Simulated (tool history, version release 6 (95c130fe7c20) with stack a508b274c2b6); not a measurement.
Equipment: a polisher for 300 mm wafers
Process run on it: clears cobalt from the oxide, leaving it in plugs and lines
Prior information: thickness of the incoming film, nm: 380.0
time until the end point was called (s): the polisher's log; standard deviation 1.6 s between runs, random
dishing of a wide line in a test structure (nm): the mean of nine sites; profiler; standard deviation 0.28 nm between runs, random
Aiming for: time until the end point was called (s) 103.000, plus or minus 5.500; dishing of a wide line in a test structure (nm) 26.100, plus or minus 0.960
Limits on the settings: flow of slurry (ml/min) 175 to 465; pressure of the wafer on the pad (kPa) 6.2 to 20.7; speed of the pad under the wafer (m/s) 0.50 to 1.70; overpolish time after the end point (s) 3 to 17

run    day  flow of slurry (ml/min)  pressure of the wafer on the pad (kPa)  speed of the pad under the wafer (m/s)  overpolish time after the end point (s)  time until the end point was called (s)  dishing of a wide line in a test structure (nm)
  1  0.000                      295                                    13.1                                    1.10                                        9                                   65.224                                           33.883
  2  0.362                      295                                    14.5                                    1.10                                        9                                   59.945                                           35.440
  3  0.562                      295                                    13.1                                    1.10                                        9                                   63.609                                           33.883
  4  0.588                      295                                    13.1                                    0.90                                        9                                   79.252                                           29.488
  5  0.667                      295                                    12.4                                    0.90                                        9                                   80.600                                           28.303
  6  0.696                      295                                    12.4                                    0.90                                        7                                   80.888                                           23.429
  7  1.046                      295                                    11.7                                    0.90                                        7                                   88.919                                           22.586
  8  1.142                      295                                    11.0                                    0.90                                        7                                   95.587                                           21.386
  9  1.242                      295                                    10.3                                    0.88                                       11                                   99.933                                           28.376

Pick the move, out of 5, that brings all results within their allowed miss; only one does.
  A  1.342                      280                                    12.4                                    0.70                                       12                                        ?                                                ?
  B  1.342                      245                                     9.7                                    0.94                                       10                                        ?                                                ?
  C  1.342                      260                                    15.2                                    0.68                                       11                                        ?                                                ?
  D  1.342                      295                                    11.0                                    0.88                                       11                                        ?                                                ?
  E  1.342                      265                                    12.4                                    0.80                                       11                                        ?                                                ?

move  time until the end point was called (s)  dishing of a wide line in a test structure (nm)
   A                                  105.730                                           29.136
   B                                  103.060                                           25.993
   C                                   90.168                                           30.606
   D                                   94.646                                           29.605
   E                                   93.606                                           29.831
A: the biggest miss grows against the last run
B: meets every target
C: the biggest miss grows against the last run
D: the biggest miss grows against the last run
E: the biggest miss grows against the last run
The move that meets every target is B.
